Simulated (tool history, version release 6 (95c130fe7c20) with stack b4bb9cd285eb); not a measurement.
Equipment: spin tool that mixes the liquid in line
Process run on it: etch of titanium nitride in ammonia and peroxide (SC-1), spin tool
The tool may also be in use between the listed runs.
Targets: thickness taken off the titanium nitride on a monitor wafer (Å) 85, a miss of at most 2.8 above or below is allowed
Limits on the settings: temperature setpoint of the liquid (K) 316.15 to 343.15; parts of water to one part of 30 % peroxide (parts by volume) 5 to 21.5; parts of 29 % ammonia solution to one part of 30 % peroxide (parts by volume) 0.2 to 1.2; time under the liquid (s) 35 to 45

| run | hour | temperature setpoint of the liquid (K) | parts of water to one part of 30 % peroxide (parts by volume) | parts of 29 % ammonia solution to one part of 30 % peroxide (parts by volume) | time under the liquid (s) | thickness taken off the titanium nitride on a monitor wafer (Å) |
|---|---|---|---|---|---|---|
| 1 | 0 | 332.15 | 12 | 0.8 | 45 | 54.24 |
| 2 | 2.1 | 326.65 | 12 | 0.8 | 45 | 38.105 |
| 3 | 3.1 | 326.65 | 12 | 0.8 | 45 | 37.479 |
| 4 | 11.8 | 329.65 | 12 | 0.8 | 45 | 46.04 |
| 5 | 17.1 | 332.65 | 12 | 0.8 | 45 | 56.236 |
| 6 | 18.4 | 332.65 | 12 | 0.8 | 45 | 55.764 |
| 7 | 20.4 | 334.65 | 12 | 0.8 | 45 | 63.21 |
| 8 | 21 | 340.15 | 12 | 0.8 | 45 | 91.154 |

Consider the 4 candidate settings below. Which is the only one whose results all fall within their allowed miss of target?
| A | 21.6 | 342.65 | 12 | 0.75 | 40 | ? |
| B | 21.6 | 338.15 | 10.5 | 0.8 | 45 | ? |
| C | 21.6 | 336.65 | 8.5 | 1.05 | 45 | ? |
| D | 21.6 | 341.15 | 12.5 | 0.8 | 45 | ? |

| move | thickness taken off the titanium nitride on a monitor wafer (Å) |
|---|---|
| A | 92.496 |
| B | 84.956 |
| C | 89.366 |
| D | 93.781 |
A: the biggest miss grows against the last run
B: all results land within tolerance of their targets
C: nearer than the last run, and not there yet
D: the biggest miss grows against the last run
B meets every target.
